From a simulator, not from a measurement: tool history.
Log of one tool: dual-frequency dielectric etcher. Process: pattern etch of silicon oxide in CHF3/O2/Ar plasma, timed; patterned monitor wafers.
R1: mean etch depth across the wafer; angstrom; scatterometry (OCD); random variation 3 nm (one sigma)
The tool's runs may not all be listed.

Run 1, day 0: source power (W) 760, bias power (W) 158, etch time (s) 220.5. Result: R1 4095.7 angstrom.
Run 2, day 0.05: source power (W) 800, bias power (W) 160, etch time (s) 220.5. Result: R1 4139.4 angstrom.
Run 3, day 0.167: source power (W) 830, bias power (W) 165, etch time (s) 220.5. Result: R1 4273.9 angstrom.
Run 4, day 0.421: source power (W) 830, bias power (W) 165, etch time (s) 202. Result: R1 3907.6 angstrom.
Run 5, day 0.542: source power (W) 830, bias power (W) 165, etch time (s) 202. Result: R1 3900.5 angstrom.
Run 6, day 0.9: source power (W) 860, bias power (W) 172, etch time (s) 204.5. Result: R1 4037.8 angstrom.
Run 7, day 1.071: source power (W) 1010, bias power (W) 204, etch time (s) 213.5. Result: R1 4660.7 angstrom.

Forecast run 8:
Run 8, day 1.392: source power (W) 1010, bias power (W) 205, etch time (s) 213.5. Result: R1 ?.

Run 8 gave R1 4669.9 angstrom.
